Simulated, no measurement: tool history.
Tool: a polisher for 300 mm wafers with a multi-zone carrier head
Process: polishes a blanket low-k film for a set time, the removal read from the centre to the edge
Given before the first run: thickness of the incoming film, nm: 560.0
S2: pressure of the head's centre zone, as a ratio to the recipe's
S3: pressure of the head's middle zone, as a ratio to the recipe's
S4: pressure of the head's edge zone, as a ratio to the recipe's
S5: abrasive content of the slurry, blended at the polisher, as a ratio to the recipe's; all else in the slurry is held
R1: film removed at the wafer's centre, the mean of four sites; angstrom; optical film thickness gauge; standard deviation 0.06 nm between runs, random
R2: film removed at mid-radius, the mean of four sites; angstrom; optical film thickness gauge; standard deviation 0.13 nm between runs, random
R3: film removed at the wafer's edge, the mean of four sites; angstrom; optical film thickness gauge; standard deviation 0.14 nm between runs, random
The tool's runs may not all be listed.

{"run": 1, "hour": 0.0, "flow of slurry (ml/min)": 205, "S2": 1.0, "S3": 1.0, "S4": 1.0, "S5": 1.0, "polishing time (s)": 53, "R1": 181.5, "R2": 181.19, "R3": 187.55}
{"run": 2, "hour": 8.7, "flow of slurry (ml/min)": 190, "S2": 0.94, "S3": 0.98, "S4": 0.95, "S5": 0.85, "polishing time (s)": 50, "R1": 145.29, "R2": 152.73, "R3": 157.02}
{"run": 3, "hour": 9.6, "flow of slurry (ml/min)": 190, "S2": 0.94, "S3": 0.91, "S4": 0.95, "S5": 0.85, "polishing time (s)": 50, "R1": 144.41, "R2": 141.6, "R3": 155.78}
{"run": 4, "hour": 17.1, "flow of slurry (ml/min)": 175, "S2": 0.9, "S3": 0.91, "S4": 0.91, "S5": 0.75, "polishing time (s)": 50, "R1": 125.56, "R2": 128.51, "R3": 137.07}
{"run": 5, "hour": 20.8, "flow of slurry (ml/min)": 160, "S2": 0.87, "S3": 0.91, "S4": 0.9, "S5": 0.7, "polishing time (s)": 50, "R1": 114.67, "R2": 120.61, "R3": 133.06}
{"run": 6, "hour": 28.8, "flow of slurry (ml/min)": 160, "S2": 0.85, "S3": 0.92, "S4": 0.87, "S5": 0.65, "polishing time (s)": 50, "R1": 103.63, "R2": 115.43, "R3": 123.11}
{"run": 7, "hour": 37.1, "flow of slurry (ml/min)": 145, "S2": 0.85, "S3": 0.92, "S4": 0.81, "S5": 0.65, "polishing time (s)": 50, "R1": 102.93, "R2": 115.55, "R3": 118.42}
{"run": 8, "hour": 40.4, "flow of slurry (ml/min)": 145, "S2": 0.85, "S3": 0.92, "S4": 0.81, "S5": 0.65, "polishing time (s)": 50, "R1": 102.68, "R2": 113.58, "R3": 118.52}

Run 9 is up next; what results do you expect?
{"run": 9, "hour": 43.8, "flow of slurry (ml/min)": 140, "S2": 0.85, "S3": 0.93, "S4": 0.81, "S5": 0.65, "polishing time (s)": 50, "R1": "?", "R2": "?", "R3": "?"}

R1: 102.17 angstrom
R2: 115.17 angstrom
R3: 117.39 angstrom
